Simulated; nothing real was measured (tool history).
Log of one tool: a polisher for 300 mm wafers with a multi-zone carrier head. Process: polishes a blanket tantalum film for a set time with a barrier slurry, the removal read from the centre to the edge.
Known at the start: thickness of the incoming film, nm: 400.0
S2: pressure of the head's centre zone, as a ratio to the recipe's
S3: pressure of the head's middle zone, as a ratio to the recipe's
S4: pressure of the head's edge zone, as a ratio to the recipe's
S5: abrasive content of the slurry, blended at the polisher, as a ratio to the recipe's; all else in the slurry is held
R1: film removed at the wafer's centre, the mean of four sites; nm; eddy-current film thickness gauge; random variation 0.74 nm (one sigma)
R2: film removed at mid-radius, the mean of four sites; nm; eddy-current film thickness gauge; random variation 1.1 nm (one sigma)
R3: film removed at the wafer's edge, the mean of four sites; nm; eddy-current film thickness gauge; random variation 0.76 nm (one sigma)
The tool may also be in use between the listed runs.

Run 1, day 0: flow of slurry (ml/min) 245, S2 1, S3 1, S4 1, S5 1, polishing time (s) 49. Result: R1 74.908 nm, R2 77.166 nm, R3 74.23 nm.
Run 2, day 0.221: flow of slurry (ml/min) 245, S2 1, S3 1, S4 1, S5 0.8, polishing time (s) 49. Result: R1 70.596 nm, R2 70.539 nm, R3 68.747 nm.
Run 3, day 0.3: flow of slurry (ml/min) 245, S2 1.04, S3 1, S4 1, S5 0.8, polishing time (s) 49. Result: R1 74.366 nm, R2 73.536 nm, R3 70.647 nm.
Run 4, day 0.575: flow of slurry (ml/min) 250, S2 1.06, S3 1.03, S4 1.04, S5 0.85, polishing time (s) 49. Result: R1 77.435 nm, R2 76.631 nm, R3 71.987 nm.
Run 5, day 0.829: flow of slurry (ml/min) 250, S2 1.06, S3 0.99, S4 1.04, S5 0.85, polishing time (s) 49. Result: R1 78.77 nm, R2 71.63 nm, R3 70.457 nm.
Run 6, day 0.917: flow of slurry (ml/min) 215, S2 1.06, S3 0.99, S4 1.04, S5 0.85, polishing time (s) 49. Result: R1 75.812 nm, R2 73.223 nm, R3 70.241 nm.
Run 7, day 0.996: flow of slurry (ml/min) 215, S2 1.06, S3 0.99, S4 1.04, S5 0.85, polishing time (s) 49. Result: R1 75.618 nm, R2 72.258 nm, R3 72.022 nm.

Forecast run 8:
Run 8, day 1.021: flow of slurry (ml/min) 205, S2 1.07, S3 1.01, S4 1.05, S5 0.95, polishing time (s) 49. Result: R1 ?, R2 ?, R3 ?.

{"run 8": {"R1": 78.072, "R2": 74.435, "R3": 72.597}}

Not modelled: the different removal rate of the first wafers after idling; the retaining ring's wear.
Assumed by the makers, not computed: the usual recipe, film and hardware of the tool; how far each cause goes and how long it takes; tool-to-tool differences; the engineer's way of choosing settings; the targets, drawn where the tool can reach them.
